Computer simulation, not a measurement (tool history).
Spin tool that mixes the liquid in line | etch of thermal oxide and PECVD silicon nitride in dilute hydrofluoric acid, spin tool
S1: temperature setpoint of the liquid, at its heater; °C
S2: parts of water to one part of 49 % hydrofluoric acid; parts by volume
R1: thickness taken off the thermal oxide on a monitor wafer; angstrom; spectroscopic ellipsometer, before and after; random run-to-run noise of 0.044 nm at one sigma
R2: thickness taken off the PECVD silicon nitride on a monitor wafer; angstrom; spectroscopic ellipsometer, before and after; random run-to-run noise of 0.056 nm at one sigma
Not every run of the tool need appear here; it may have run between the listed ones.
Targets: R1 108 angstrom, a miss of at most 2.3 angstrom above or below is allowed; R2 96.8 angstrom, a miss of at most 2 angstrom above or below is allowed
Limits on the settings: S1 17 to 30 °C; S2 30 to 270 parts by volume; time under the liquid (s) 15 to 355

run 1 hour=0 | S1=22 S2=150 time_under_the_liquid_(s)=180 | R1=52.31 R2=42.623
run 2 hour=5.6 | S1=23.5 S2=135 time_under_the_liquid_(s)=180 | R1=62.85 R2=52.419
run 3 hour=10.8 | S1=23.5 S2=135 time_under_the_liquid_(s)=155 | R1=54.336 R2=45.522
run 4 hour=11.5 | S1=20 S2=135 time_under_the_liquid_(s)=155 | R1=47.09 R2=35.761
run 5 hour=15.2 | S1=22 S2=120 time_under_the_liquid_(s)=155 | R1=58.472 R2=46.217
run 6 hour=22.5 | S1=19.5 S2=120 time_under_the_liquid_(s)=155 | R1=53.109 R2=39.173
run 7 hour=25.9 | S1=21.5 S2=110 time_under_the_liquid_(s)=155 | R1=63.239 R2=48.781
run 8 hour=27.8 | S1=23 S2=100 time_under_the_liquid_(s)=155 | R1=74.911 R2=59.001
run 9 hour=30.3 | S1=24.5 S2=95 time_under_the_liquid_(s)=155 | R1=84.101 R2=69.152
run 10 hour=36.6 | S1=25.5 S2=90 time_under_the_liquid_(s)=155 | R1=93.435 R2=77.825
run 11 hour=45.3 | S1=26 S2=90 time_under_the_liquid_(s)=155 | R1=95.884 R2=79.056
run 12 hour=52.8 | S1=27 S2=90 time_under_the_liquid_(s)=155 | R1=98.547 R2=85.576

Exercise: of the 5 proposed moves below, exactly one satisfies all targets within the stated allowed misses. Which move is it?
run A hour=60.3 | S1=25 S2=130 time_under_the_liquid_(s)=300 | R1=? R2=?
run B hour=60.3 | S1=28 S2=100 time_under_the_liquid_(s)=185 | R1=? R2=?
run C hour=60.3 | S1=28.5 S2=80 time_under_the_liquid_(s)=150 | R1=? R2=?
run D hour=60.3 | S1=27 S2=85 time_under_the_liquid_(s)=160 | R1=? R2=?
run E hour=60.3 | S1=24 S2=80 time_under_the_liquid_(s)=160 | R1=? R2=?

move=A R1=116.34 R2=100.77
move=B R1=108.69 R2=97.831
move=C R1=115.44 R2=102.33
move=D R1=108.58 R2=93.29
move=E R1=103.11 R2=81.352
A: takes the biggest miss from the last run beyond its target
B: every result within its allowed miss
C: takes the biggest miss from the last run beyond its target
D: moves toward the targets from the last run without getting all of them in spec
E: lands further from the targets than the last run did
The right move is B.
